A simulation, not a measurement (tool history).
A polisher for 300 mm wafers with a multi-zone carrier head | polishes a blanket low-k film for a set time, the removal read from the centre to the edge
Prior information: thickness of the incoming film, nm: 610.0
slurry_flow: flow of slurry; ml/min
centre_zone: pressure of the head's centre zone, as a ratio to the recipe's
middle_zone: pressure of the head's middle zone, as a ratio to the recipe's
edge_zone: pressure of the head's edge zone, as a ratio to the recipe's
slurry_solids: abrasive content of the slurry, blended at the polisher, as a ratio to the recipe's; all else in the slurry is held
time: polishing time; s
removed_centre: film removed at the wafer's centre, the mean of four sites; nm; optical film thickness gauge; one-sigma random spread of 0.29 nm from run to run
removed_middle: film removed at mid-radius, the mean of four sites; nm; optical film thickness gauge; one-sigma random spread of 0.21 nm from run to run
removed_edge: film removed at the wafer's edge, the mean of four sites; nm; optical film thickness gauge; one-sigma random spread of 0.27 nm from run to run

run,hour,slurry_flow,centre_zone,middle_zone,edge_zone,slurry_solids,time,removed_centre,removed_middle,removed_edge
1,0.0,280,1.00,1.00,1.00,1.00,90,16.890,17.510,17.683
2,2.6,280,1.00,1.00,1.00,0.85,90,17.076,16.730,16.803
3,9.3,285,1.02,1.02,1.01,0.90,91,17.127,17.271,17.761
4,13.1,285,0.95,1.02,1.01,0.90,91,16.023,17.717,17.175
5,18.1,245,0.95,1.02,1.01,0.90,91,15.960,17.137,17.310
6,23.9,245,0.95,1.02,0.94,0.90,91,16.140,17.229,16.486
7,30.7,250,0.97,1.04,0.95,0.95,92,16.665,18.027,16.992
8,39.2,255,0.99,1.05,0.96,1.00,93,17.470,18.526,17.790

Run 9 is up next; what results do you expect?
9,40.5,260,1.00,1.07,0.97,1.05,93,?,?,?

{"run 9": {"removed_centre": 18.133, "removed_middle": 19.369, "removed_edge": 17.944}}
